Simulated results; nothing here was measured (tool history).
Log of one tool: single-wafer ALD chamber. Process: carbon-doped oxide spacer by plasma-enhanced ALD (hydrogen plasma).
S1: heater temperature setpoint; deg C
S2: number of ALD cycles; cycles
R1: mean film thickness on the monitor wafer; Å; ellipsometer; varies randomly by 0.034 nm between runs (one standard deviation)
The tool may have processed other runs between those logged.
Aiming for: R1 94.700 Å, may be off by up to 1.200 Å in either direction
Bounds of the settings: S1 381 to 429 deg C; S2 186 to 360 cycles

{"run": 1, "hour": 0.0, "S1": 405, "S2": 273, "R1": 122.81}
{"run": 2, "hour": 1.5, "S1": 408, "S2": 261, "R1": 115.69}
{"run": 3, "hour": 4.6, "S1": 411, "S2": 254, "R1": 112.15}
{"run": 4, "hour": 7.3, "S1": 414, "S2": 247, "R1": 107.53}
{"run": 5, "hour": 11.6, "S1": 423, "S2": 247, "R1": 104.27}
{"run": 6, "hour": 19.6, "S1": 424, "S2": 243, "R1": 102.07}
{"run": 7, "hour": 21.5, "S1": 425, "S2": 240, "R1": 99.907}
{"run": 8, "hour": 27.1, "S1": 426, "S2": 238, "R1": 99.348}
{"run": 9, "hour": 29.3, "S1": 427, "S2": 236, "R1": 98.112}
{"run": 10, "hour": 35.4, "S1": 427, "S2": 234, "R1": 97.215}
{"run": 11, "hour": 40.5, "S1": 427, "S2": 233, "R1": 97.29}
{"run": 12, "hour": 41.5, "S1": 427, "S2": 232, "R1": 96.985}
{"hour": 49.4, "done": "thermocouple changed; heater temperature recalibrated"}
{"run": 13, "hour": 49.4, "S1": 429, "S2": 226, "R1": 92.802}
{"run": 14, "hour": 56.7, "S1": 428, "S2": 226, "R1": 92.803}
{"run": 15, "hour": 62.5, "S1": 427, "S2": 226, "R1": 92.748}

4 candidate next runs follow, results not yet known. Just one meets every target within its allowed miss. Identify it.
{"run": "A", "hour": 68.3, "S1": 427, "S2": 218, "R1": "?"}
{"run": "B", "hour": 68.3, "S1": 423, "S2": 227, "R1": "?"}
{"run": "C", "hour": 68.3, "S1": 428, "S2": 220, "R1": "?"}
{"run": "D", "hour": 68.3, "S1": 424, "S2": 222, "R1": "?"}

move=A R1=90.135
move=B R1=95.268
move=C R1=90.620
move=D R1=92.824
A: moves away from the targets compared with the last run
B: all results in spec
C: moves away from the targets compared with the last run
D: about the same distance from the targets as the last run
Go with B: it meets all targets.
